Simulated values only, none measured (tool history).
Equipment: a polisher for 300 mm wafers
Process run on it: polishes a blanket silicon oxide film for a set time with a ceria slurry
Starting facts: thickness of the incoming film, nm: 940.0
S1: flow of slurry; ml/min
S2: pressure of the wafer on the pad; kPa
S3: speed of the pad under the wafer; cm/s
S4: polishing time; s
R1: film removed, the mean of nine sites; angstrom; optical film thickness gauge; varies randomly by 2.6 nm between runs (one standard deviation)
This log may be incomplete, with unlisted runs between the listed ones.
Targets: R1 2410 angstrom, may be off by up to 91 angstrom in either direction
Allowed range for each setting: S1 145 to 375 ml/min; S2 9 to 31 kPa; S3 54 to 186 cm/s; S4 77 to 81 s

run 1 hour=0 | S1=240 S2=20 S3=118 S4=77 | R1=3218.1
run 2 hour=6.2 | S1=240 S2=23.4 S3=118 S4=77 | R1=3660.9
run 3 hour=9.6 | S1=240 S2=18.6 S3=118 S4=77 | R1=3078.2
run 4 hour=16.3 | S1=240 S2=16.5 S3=118 S4=77 | R1=2789.9
run 5 hour=19.8 | S1=240 S2=16.5 S3=146 S4=77 | R1=3369.4
run 6 hour=26.4 | S1=240 S2=20 S3=146 S4=77 | R1=3939.5
run 7 hour=32.8 | S1=240 S2=16.5 S3=144 S4=77 | R1=3371.4
run 8 hour=41.6 | S1=240 S2=14.5 S3=142 S4=77 | R1=2968.7
run 9 hour=45 | S1=240 S2=13.1 S3=142 S4=77 | R1=2724.9
run 10 hour=52.5 | S1=240 S2=12.4 S3=142 S4=77 | R1=2632.5
run 11 hour=59.5 | S1=240 S2=11.7 S3=142 S4=77 | R1=2572.5
run 12 hour=63.8 | S1=235 S2=10.3 S3=142 S4=77 | R1=2305.7
run 13 hour=71.1 | S1=240 S2=10.3 S3=142 S4=77 | R1=2284.7

Of the 4 settings listed for the next run, only one would bring every result within its allowed miss of target. Which one?
run A hour=78.4 | S1=240 S2=9.7 S3=144 S4=79 | R1=?
run B hour=78.4 | S1=235 S2=11 S3=122 S4=81 | R1=?
run C hour=78.4 | S1=215 S2=9 S3=140 S4=81 | R1=?
run D hour=78.4 | S1=340 S2=11 S3=132 S4=81 | R1=?

move=A R1=2265.9
move=B R1=2173.5
move=C R1=2128.8
move=D R1=2407
A: misses by more than the last run did
B: misses by more than the last run did
C: misses by more than the last run did
D: hits every target within its allowed miss
Correct choice: D, which meets every target
